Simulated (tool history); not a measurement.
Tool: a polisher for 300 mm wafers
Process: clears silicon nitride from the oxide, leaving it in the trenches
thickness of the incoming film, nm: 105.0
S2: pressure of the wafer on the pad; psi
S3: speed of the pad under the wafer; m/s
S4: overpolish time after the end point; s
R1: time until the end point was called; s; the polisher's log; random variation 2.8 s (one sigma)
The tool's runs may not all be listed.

Run 1, hour 0: flow of slurry (ml/min) 290, S2 1.7 psi, S3 1.12 m/s, S4 13 s. Result: R1 183.51 s.
Run 2, hour 0.8: flow of slurry (ml/min) 290, S2 2 psi, S3 1.12 m/s, S4 13 s. Result: R1 156.47 s.
Run 3, hour 3.7: flow of slurry (ml/min) 255, S2 2 psi, S3 1.12 m/s, S4 13 s. Result: R1 153.75 s.
Run 4, hour 11.4: flow of slurry (ml/min) 255, S2 2 psi, S3 0.86 m/s, S4 13 s. Result: R1 198.76 s.
Run 5, hour 14.7: flow of slurry (ml/min) 190, S2 2 psi, S3 0.86 m/s, S4 13 s. Result: R1 190.99 s.
Run 6, hour 20.2: flow of slurry (ml/min) 190, S2 2 psi, S3 0.62 m/s, S4 13 s. Result: R1 247.84 s.
Run 7, hour 25.7: flow of slurry (ml/min) 190, S2 2.2 psi, S3 0.68 m/s, S4 13 s. Result: R1 213.41 s.
Run 8, hour 34.7: flow of slurry (ml/min) 190, S2 2.3 psi, S3 0.74 m/s, S4 13 s. Result: R1 190.22 s.

Forecast run 9:
Run 9, hour 35.7: flow of slurry (ml/min) 190, S2 2.4 psi, S3 0.78 m/s, S4 13 s. Result: R1 ?.

R1: 181.09 s
